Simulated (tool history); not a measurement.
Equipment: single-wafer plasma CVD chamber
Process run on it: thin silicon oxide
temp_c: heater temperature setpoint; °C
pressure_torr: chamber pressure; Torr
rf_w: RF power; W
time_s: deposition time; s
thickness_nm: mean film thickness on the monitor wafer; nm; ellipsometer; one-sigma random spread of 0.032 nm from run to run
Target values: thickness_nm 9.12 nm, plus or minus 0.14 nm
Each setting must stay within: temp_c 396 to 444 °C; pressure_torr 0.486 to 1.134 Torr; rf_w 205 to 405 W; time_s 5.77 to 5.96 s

{"run": 1, "day": 0.0, "temp_c": 420, "pressure_torr": 0.81, "rf_w": 305, "time_s": 5.77, "thickness_nm": 10.43}
{"run": 2, "day": 0.292, "temp_c": 420, "pressure_torr": 0.915, "rf_w": 305, "time_s": 5.77, "thickness_nm": 11.626}
{"run": 3, "day": 0.496, "temp_c": 420, "pressure_torr": 0.915, "rf_w": 290, "time_s": 5.77, "thickness_nm": 11.264}
{"run": 4, "day": 0.592, "temp_c": 420, "pressure_torr": 0.791, "rf_w": 290, "time_s": 5.77, "thickness_nm": 9.8776}
{"run": 5, "day": 0.883, "temp_c": 420, "pressure_torr": 0.879, "rf_w": 290, "time_s": 5.77, "thickness_nm": 10.929}
{"run": 6, "day": 1.075, "temp_c": 420, "pressure_torr": 0.879, "rf_w": 290, "time_s": 5.77, "thickness_nm": 10.905}
{"run": 7, "day": 1.321, "temp_c": 420, "pressure_torr": 0.835, "rf_w": 290, "time_s": 5.77, "thickness_nm": 10.418}
{"run": 8, "day": 1.408, "temp_c": 420, "pressure_torr": 0.802, "rf_w": 290, "time_s": 5.77, "thickness_nm": 9.9891}
{"run": 9, "day": 1.725, "temp_c": 420, "pressure_torr": 0.781, "rf_w": 290, "time_s": 5.77, "thickness_nm": 9.7903}
{"run": 10, "day": 2.004, "temp_c": 420, "pressure_torr": 0.764, "rf_w": 290, "time_s": 5.77, "thickness_nm": 9.5673}
{"run": 11, "day": 2.296, "temp_c": 420, "pressure_torr": 0.753, "rf_w": 290, "time_s": 5.77, "thickness_nm": 9.4587}
{"run": 12, "day": 2.438, "temp_c": 420, "pressure_torr": 0.744, "rf_w": 290, "time_s": 5.77, "thickness_nm": 9.334}

Consider the 5 candidate settings below. Which is the only one whose results all fall within their allowed miss of target?
{"run": "A", "day": 2.579, "temp_c": 416, "pressure_torr": 0.731, "rf_w": 285, "time_s": 5.78, "thickness_nm": "?"}
{"run": "B", "day": 2.579, "temp_c": 421, "pressure_torr": 0.794, "rf_w": 275, "time_s": 5.84, "thickness_nm": "?"}
{"run": "C", "day": 2.579, "temp_c": 420, "pressure_torr": 0.789, "rf_w": 260, "time_s": 5.94, "thickness_nm": "?"}
{"run": "D", "day": 2.579, "temp_c": 420, "pressure_torr": 0.775, "rf_w": 270, "time_s": 5.87, "thickness_nm": "?"}
{"run": "E", "day": 2.579, "temp_c": 429, "pressure_torr": 0.783, "rf_w": 260, "time_s": 5.96, "thickness_nm": "?"}

move=A thickness_nm=9.0893
move=B thickness_nm=9.7611
move=C thickness_nm=9.5893
move=D thickness_nm=9.4989
move=E thickness_nm=9.4895
A: in spec on every target
B: further off than the last run
C: further off than the last run
D: further off than the last run
E: further off than the last run
The move that meets every target is A.
